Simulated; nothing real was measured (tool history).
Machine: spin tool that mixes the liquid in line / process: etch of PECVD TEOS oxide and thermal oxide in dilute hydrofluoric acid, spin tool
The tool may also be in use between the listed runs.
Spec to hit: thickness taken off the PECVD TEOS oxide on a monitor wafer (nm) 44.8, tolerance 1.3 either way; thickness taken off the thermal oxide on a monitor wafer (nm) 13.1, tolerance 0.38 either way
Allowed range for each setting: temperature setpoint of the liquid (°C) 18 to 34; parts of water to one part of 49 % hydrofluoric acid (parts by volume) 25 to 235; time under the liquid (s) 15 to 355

run  hour  temperature setpoint of the liquid (°C)  parts of water to one part of 49 % hydrofluoric acid (parts by volume)  time under the liquid (s)  thickness taken off the PECVD TEOS oxide on a monitor wafer (nm)  thickness taken off the thermal oxide on a monitor wafer (nm)
  1     0                                       26                                                                     130                        180                                                            24.161                                                         7.1317
  2   6.4                                       26                                                                      95                        180                                                            34.322                                                         9.9691
  3  11.2                                       26                                                                     125                        180                                                            25.075                                                         7.3151
  4  20.1                                       26                                                                     125                        245                                                             34.15                                                         9.9949
  5  23.9                                       26                                                                     170                        245                                                            23.616                                                           7.02
  6    27                                       29                                                                     170                        245                                                            26.755                                                         7.7168
  7  32.9                                     29.5                                                                     160                        245                                                            29.493                                                         8.4123
  8  40.7                                     29.5                                                                     150                        245                                                            31.165                                                         9.2995
  9  44.9                                       30                                                                     145                        245                                                            33.829                                                         9.6237
 10  52.6                                       30                                                                     140                        245                                                            34.841                                                         10.233
 11  58.6                                     30.5                                                                     140                        245                                                            35.397                                                         10.323
 12  64.1                                       31                                                                     135                        245                                                            37.267                                                          10.86
 13  66.4                                     31.5                                                                     135                        245                                                              38.4                                                         11.413
 14  68.2                                     32.5                                                                     130                        245                                                            42.463                                                         12.164

Which single option among these 4 for the next run brings every result within its allowed miss of target? Just one does.
  A    70                                       28                                                                     125                        280                                                                 ?                                                              ?
  B    70                                       34                                                                     140                        260                                                                 ?                                                              ?
  C    70                                       34                                                                     105                        195                                                                 ?                                                              ?
  D    70                                       31                                                                     125                        245                                                                 ?                                                              ?

move  thickness taken off the PECVD TEOS oxide on a monitor wafer (nm)  thickness taken off the thermal oxide on a monitor wafer (nm)
   A                                                            41.686                                                         12.358
   B                                                            42.045                                                         12.465
   C                                                              44.3                                                         13.133
   D                                                            40.743                                                         12.079
A: roughly where the last run was
B: better than the last run, though not everything is in spec
C: all results in spec
D: its largest miss is bigger than the last run's
Correct choice: C, which meets every target
